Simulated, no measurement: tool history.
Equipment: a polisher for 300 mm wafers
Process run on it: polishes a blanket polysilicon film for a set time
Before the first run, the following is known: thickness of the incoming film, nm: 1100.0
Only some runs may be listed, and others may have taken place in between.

| run | day | flow of slurry (ml/min) | pressure of the wafer on the pad (psi) | speed of the pad under the wafer (cm/s) | polishing time (s) | film removed (angstrom) |
|---|---|---|---|---|---|---|
| 1 | 0 | 225 | 1.9 | 118 | 38 | 2628.6 |
| 2 | 0.117 | 225 | 1.9 | 140 | 38 | 3062.9 |
| 3 | 0.388 | 225 | 1.9 | 140 | 38 | 3040 |
| 4 | 0.612 | 225 | 1.6 | 138 | 38 | 2561.6 |
| 5 | 0.65 | 225 | 2 | 138 | 38 | 3178.1 |
| 6 | 0.9 | 170 | 2 | 138 | 38 | 3163.2 |

Run 7, settings as shown, results not yet in. Your forecast:
| 7 | 1.204 | 170 | 2 | 138 | 38 | ? |

{"run 7": {"film removed (angstrom)": 3149.2}}
